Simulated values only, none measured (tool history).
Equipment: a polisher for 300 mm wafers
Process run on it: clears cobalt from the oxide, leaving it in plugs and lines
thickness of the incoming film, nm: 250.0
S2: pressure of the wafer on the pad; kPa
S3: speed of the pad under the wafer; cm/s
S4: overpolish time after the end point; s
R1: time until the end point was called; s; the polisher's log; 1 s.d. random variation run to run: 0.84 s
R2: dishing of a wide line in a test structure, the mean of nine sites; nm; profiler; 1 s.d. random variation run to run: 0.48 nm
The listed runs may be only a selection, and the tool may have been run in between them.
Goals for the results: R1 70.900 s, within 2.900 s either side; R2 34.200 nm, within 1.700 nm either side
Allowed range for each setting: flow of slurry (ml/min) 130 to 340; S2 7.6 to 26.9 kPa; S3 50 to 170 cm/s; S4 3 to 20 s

run 1 day=0.000 | flow_of_slurry_(ml/min)=220 S2=17.2 S3=110 S4=10 | R1=36.466 R2=42.274
run 2 day=0.338 | flow_of_slurry_(ml/min)=220 S2=17.2 S3=110 S4=14 | R1=36.894 R2=50.188
run 3 day=0.504 | flow_of_slurry_(ml/min)=220 S2=17.2 S3=90 S4=14 | R1=41.933 R2=46.552
run 4 day=0.675 | flow_of_slurry_(ml/min)=250 S2=17.2 S3=90 S4=14 | R1=42.417 R2=48.011
run 5 day=0.954 | flow_of_slurry_(ml/min)=220 S2=17.2 S3=90 S4=14 | R1=42.612 R2=45.446
run 6 day=1.054 | flow_of_slurry_(ml/min)=210 S2=15.2 S3=90 S4=14 | R1=47.789 R2=43.486
run 7 day=1.171 | flow_of_slurry_(ml/min)=210 S2=13.1 S3=90 S4=14 | R1=53.500 R2=39.722
run 8 day=1.492 | flow_of_slurry_(ml/min)=210 S2=11.7 S3=90 S4=14 | R1=57.598 R2=38.398
run 9 day=1.675 | flow_of_slurry_(ml/min)=210 S2=11.0 S3=90 S4=14 | R1=62.233 R2=38.381
run 10 day=1.842 | flow_of_slurry_(ml/min)=205 S2=10.3 S3=90 S4=14 | R1=65.186 R2=35.129

Exercise: of the 5 proposed moves below, exactly one satisfies all targets within the stated allowed misses. Which move is it?
run A day=2.008 | flow_of_slurry_(ml/min)=215 S2=11.7 S3=104 S4=12 | R1=? R2=?
run B day=2.008 | flow_of_slurry_(ml/min)=200 S2=10.3 S3=70 S4=15 | R1=? R2=?
run C day=2.008 | flow_of_slurry_(ml/min)=320 S2=13.8 S3=50 S4=14 | R1=? R2=?
run D day=2.008 | flow_of_slurry_(ml/min)=245 S2=11.0 S3=90 S4=13 | R1=? R2=?
run E day=2.008 | flow_of_slurry_(ml/min)=265 S2=11.0 S3=82 S4=13 | R1=? R2=?

move=A R1=53.071 R2=36.713
move=B R1=76.557 R2=33.432
move=C R1=69.539 R2=34.048
move=D R1=60.751 R2=35.440
move=E R1=64.065 R2=34.209
A: further off than the last run
B: carries the result that was furthest off beyond its target, to the other side
C: every result lands within tolerance
D: further off than the last run
E: further off than the last run
The move that meets every target is C.
